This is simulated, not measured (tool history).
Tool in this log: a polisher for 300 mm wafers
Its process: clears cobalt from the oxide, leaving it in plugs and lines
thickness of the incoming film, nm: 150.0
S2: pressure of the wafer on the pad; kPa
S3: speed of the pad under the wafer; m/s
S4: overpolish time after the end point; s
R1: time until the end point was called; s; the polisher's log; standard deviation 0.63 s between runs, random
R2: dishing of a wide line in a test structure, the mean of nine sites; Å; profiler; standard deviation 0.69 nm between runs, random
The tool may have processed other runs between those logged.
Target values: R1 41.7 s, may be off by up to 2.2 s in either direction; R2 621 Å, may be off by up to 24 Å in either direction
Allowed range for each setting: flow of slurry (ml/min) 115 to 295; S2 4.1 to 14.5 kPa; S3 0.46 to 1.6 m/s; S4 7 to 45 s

{"run": 1, "day": 0.0, "flow of slurry (ml/min)": 190, "S2": 9, "S3": 1.02, "S4": 23, "R1": 44.851, "R2": 457.5}
{"run": 2, "day": 0.167, "flow of slurry (ml/min)": 190, "S2": 9, "S3": 1.02, "S4": 25, "R1": 44.636, "R2": 480.55}
{"run": 3, "day": 0.521, "flow of slurry (ml/min)": 150, "S2": 9, "S3": 1.02, "S4": 25, "R1": 47.481, "R2": 474.5}
{"run": 4, "day": 0.588, "flow of slurry (ml/min)": 150, "S2": 9, "S3": 1.02, "S4": 21, "R1": 46.936, "R2": 424.43}
{"run": 5, "day": 0.629, "flow of slurry (ml/min)": 145, "S2": 9, "S3": 1.02, "S4": 24, "R1": 47.42, "R2": 448.44}
{"run": 6, "day": 0.775, "flow of slurry (ml/min)": 150, "S2": 9, "S3": 1.02, "S4": 26, "R1": 47.036, "R2": 485.31}
{"run": 7, "day": 0.883, "flow of slurry (ml/min)": 150, "S2": 9, "S3": 1.02, "S4": 28, "R1": 46.203, "R2": 506.57}
{"run": 8, "day": 1.117, "flow of slurry (ml/min)": 150, "S2": 9, "S3": 1.02, "S4": 30, "R1": 46.872, "R2": 509.01}

Consider the 4 candidate settings below. Which is the only one whose results all fall within their allowed miss of target?
{"run": "A", "day": 1.35, "flow of slurry (ml/min)": 140, "S2": 8.3, "S3": 1.02, "S4": 34, "R1": "?", "R2": "?"}
{"run": "B", "day": 1.35, "flow of slurry (ml/min)": 115, "S2": 9, "S3": 1.08, "S4": 42, "R1": "?", "R2": "?"}
{"run": "C", "day": 1.35, "flow of slurry (ml/min)": 200, "S2": 9.7, "S3": 0.76, "S4": 45, "R1": "?", "R2": "?"}
{"run": "D", "day": 1.35, "flow of slurry (ml/min)": 125, "S2": 13.8, "S3": 0.78, "S4": 39, "R1": "?", "R2": "?"}

move=A R1=52.192 R2=534.82
move=B R1=47.959 R2=612.49
move=C R1=56.017 R2=592.84
move=D R1=42.214 R2=624.67
A: about the same distance from the targets as the last run
B: the worst result of the last run now meets its target, but another is out of spec
C: lands further from the targets than the last run did
D: hits every target within its allowed miss
D meets every target.
